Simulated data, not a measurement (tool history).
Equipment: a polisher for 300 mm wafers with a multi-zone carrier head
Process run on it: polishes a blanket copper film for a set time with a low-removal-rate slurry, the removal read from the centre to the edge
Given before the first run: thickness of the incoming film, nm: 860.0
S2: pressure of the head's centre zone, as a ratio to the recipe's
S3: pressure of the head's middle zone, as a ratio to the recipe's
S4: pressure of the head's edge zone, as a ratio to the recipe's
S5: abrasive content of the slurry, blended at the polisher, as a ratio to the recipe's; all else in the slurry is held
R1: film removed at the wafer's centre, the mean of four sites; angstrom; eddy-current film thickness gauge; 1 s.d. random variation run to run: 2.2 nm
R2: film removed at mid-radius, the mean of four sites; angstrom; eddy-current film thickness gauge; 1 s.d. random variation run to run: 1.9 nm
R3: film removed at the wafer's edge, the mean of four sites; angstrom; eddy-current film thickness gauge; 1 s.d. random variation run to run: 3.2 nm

run 1 day=0.000 | flow_of_slurry_(ml/min)=245 S2=1.00 S3=1.00 S4=1.00 S5=1.00 polishing_time_(s)=77 | R1=2338.6 R2=2373.0 R3=2354.5
run 2 day=0.100 | flow_of_slurry_(ml/min)=300 S2=1.00 S3=1.00 S4=1.00 S5=1.00 polishing_time_(s)=77 | R1=2360.4 R2=2398.3 R3=2255.5
run 3 day=0.125 | flow_of_slurry_(ml/min)=300 S2=1.00 S3=1.00 S4=1.06 S5=1.00 polishing_time_(s)=77 | R1=2359.8 R2=2398.8 R3=2401.2
run 4 day=0.296 | flow_of_slurry_(ml/min)=290 S2=1.05 S3=1.04 S4=1.10 S5=1.10 polishing_time_(s)=77 | R1=2567.4 R2=2551.6 R3=2459.4
run 5 day=0.404 | flow_of_slurry_(ml/min)=270 S2=1.06 S3=1.05 S4=1.13 S5=1.20 polishing_time_(s)=78 | R1=2677.3 R2=2620.1 R3=2563.3
run 6 day=0.712 | flow_of_slurry_(ml/min)=270 S2=1.06 S3=1.05 S4=1.13 S5=1.20 polishing_time_(s)=66 | R1=2258.0 R2=2240.3 R3=2190.5
run 7 day=0.938 | flow_of_slurry_(ml/min)=245 S2=1.06 S3=1.06 S4=1.14 S5=1.30 polishing_time_(s)=71 | R1=2471.8 R2=2413.6 R3=2380.0
run 8 day=1.258 | flow_of_slurry_(ml/min)=235 S2=1.05 S3=1.07 S4=1.15 S5=1.35 polishing_time_(s)=74 | R1=2539.4 R2=2553.4 R3=2524.6
run 9 day=1.500 | flow_of_slurry_(ml/min)=235 S2=1.06 S3=1.07 S4=1.16 S5=1.40 polishing_time_(s)=76 | R1=2618.3 R2=2646.1 R3=2606.2

Run 10 comes next. What will it give?
run 10 day=1.604 | flow_of_slurry_(ml/min)=245 S2=1.07 S3=1.07 S4=1.17 S5=1.45 polishing_time_(s)=77 | R1=? R2=? R3=?

R1: 2744.1 angstrom
R2: 2718.6 angstrom
R3: 2653.6 angstrom
